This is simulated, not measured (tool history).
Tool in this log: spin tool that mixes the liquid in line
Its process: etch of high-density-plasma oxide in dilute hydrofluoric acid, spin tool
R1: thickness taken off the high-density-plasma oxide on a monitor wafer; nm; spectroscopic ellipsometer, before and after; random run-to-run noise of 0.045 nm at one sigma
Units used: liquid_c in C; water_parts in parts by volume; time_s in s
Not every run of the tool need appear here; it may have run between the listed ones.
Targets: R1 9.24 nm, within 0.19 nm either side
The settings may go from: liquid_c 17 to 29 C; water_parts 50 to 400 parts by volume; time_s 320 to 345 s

{"run": 1, "hour": 0.0, "liquid_c": 21, "water_parts": 225, "time_s": 320, "R1": 6.2607}
{"run": 2, "hour": 3.4, "liquid_c": 24, "water_parts": 225, "time_s": 320, "R1": 7.0415}
{"run": 3, "hour": 5.1, "liquid_c": 25.5, "water_parts": 220, "time_s": 320, "R1": 7.6058}
{"run": 4, "hour": 10.7, "liquid_c": 25.5, "water_parts": 220, "time_s": 345, "R1": 8.2877}
{"run": 5, "hour": 13.4, "liquid_c": 25.5, "water_parts": 270, "time_s": 345, "R1": 6.4071}
{"run": 6, "hour": 20.8, "liquid_c": 25.5, "water_parts": 305, "time_s": 345, "R1": 5.4182}
{"run": 7, "hour": 24.3, "liquid_c": 25.5, "water_parts": 305, "time_s": 345, "R1": 5.4257}
{"run": 8, "hour": 28.6, "liquid_c": 26.5, "water_parts": 275, "time_s": 345, "R1": 6.4895}
{"run": 9, "hour": 34.9, "liquid_c": 27.5, "water_parts": 255, "time_s": 345, "R1": 7.3443}
{"run": 10, "hour": 41.9, "liquid_c": 28, "water_parts": 240, "time_s": 345, "R1": 8.1367}
{"run": 11, "hour": 42.7, "liquid_c": 28.5, "water_parts": 235, "time_s": 345, "R1": 8.5114}
{"run": 12, "hour": 51.7, "liquid_c": 28.5, "water_parts": 230, "time_s": 345, "R1": 8.6816}
{"run": 13, "hour": 60.0, "liquid_c": 28.5, "water_parts": 230, "time_s": 345, "R1": 8.6337}
{"run": 14, "hour": 63.4, "liquid_c": 28.5, "water_parts": 225, "time_s": 345, "R1": 8.8758}

Consider the 5 candidate settings below. Which is the only one whose results all fall within their allowed miss of target?
{"run": "A", "hour": 66.8, "liquid_c": 28.5, "water_parts": 215, "time_s": 340, "R1": "?"}
{"run": "B", "hour": 66.8, "liquid_c": 26.5, "water_parts": 215, "time_s": 345, "R1": "?"}
{"run": "C", "hour": 66.8, "liquid_c": 28.5, "water_parts": 230, "time_s": 345, "R1": "?"}
{"run": "D", "hour": 66.8, "liquid_c": 28, "water_parts": 225, "time_s": 345, "R1": "?"}
{"run": "E", "hour": 66.8, "liquid_c": 25.5, "water_parts": 195, "time_s": 320, "R1": "?"}

move=A R1=9.2004
move=B R1=8.6883
move=C R1=8.5825
move=D R1=8.6672
move=E R1=8.7501
A: each result inside its tolerance
B: its largest miss is bigger than the last run's
C: its largest miss is bigger than the last run's
D: its largest miss is bigger than the last run's
E: its largest miss is bigger than the last run's
Answer: A
